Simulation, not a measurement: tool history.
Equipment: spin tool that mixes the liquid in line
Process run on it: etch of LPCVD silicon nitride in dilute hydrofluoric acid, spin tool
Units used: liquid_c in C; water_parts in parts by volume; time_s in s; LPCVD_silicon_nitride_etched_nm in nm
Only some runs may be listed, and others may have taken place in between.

run  hour  liquid_c  water_parts  time_s  LPCVD_silicon_nitride_etched_nm
  1     0        25           55      85                          0.58133
  2   1.1      21.5           55      85                          0.46014
  3   7.4        23           50      85                            0.568
  4    12        23           60      85                          0.46175
  5  15.8        24           55      85                          0.54118
  6  21.2      25.5           55      85                           0.6106
  7  26.7      26.5           55      85                          0.66328
  8  28.8      27.5           55      85                          0.69435
  9    34        28           55      85                          0.70873
 10  38.3      28.5           50      85                          0.83751
 11  44.9        29           50      85                           0.8541

Predict the results of run 12:
 12  52.5        33           35      85                                ?

{"run 12": {"LPCVD_silicon_nitride_etched_nm": 1.5583}}
